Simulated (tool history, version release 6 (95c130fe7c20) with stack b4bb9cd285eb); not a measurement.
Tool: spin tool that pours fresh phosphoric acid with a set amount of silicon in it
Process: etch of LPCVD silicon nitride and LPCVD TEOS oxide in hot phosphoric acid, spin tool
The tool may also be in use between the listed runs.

run,hour,temperature setpoint of the liquid (C),silicon dissolved in the acid as it is poured (mg a litre),time under the liquid (s),thickness taken off the LPCVD silicon nitride on a monitor wafer (nm),thickness taken off the LPCVD TEOS oxide on a monitor wafer (nm)
1,0,161,15.5,180,14.228,0.5108
2,0.9,160,15,135,10.198,0.29047
3,2.9,160,23.5,135,10.275,0.28699
4,7.6,160,29.5,135,10.175,0.25927
5,9.2,160,35.5,135,10.308,0.19601
6,13.6,160,28,135,10.251,0.25835
7,16.2,157.5,18,45,3.2009,0.082305
8,20.9,160,19,45,3.4425,0.094338
9,23.3,161,20,50,3.9226,0.1339
10,26.6,161.5,23.5,50,4.0395,0.12862
11,30.1,161.5,23.5,50,3.9774,0.10598
12,33.8,162,23,55,4.5407,0.12945
13,37.5,162.5,22.5,55,4.627,0.14286
14,45.1,163.5,24,60,5.1604,0.16207

The next listed run, before its measurement:
15,47.1,163,23.5,60,?,?

thickness taken off the LPCVD silicon nitride on a monitor wafer (nm): 5.1429
thickness taken off the LPCVD TEOS oxide on a monitor wafer (nm): 0.15262
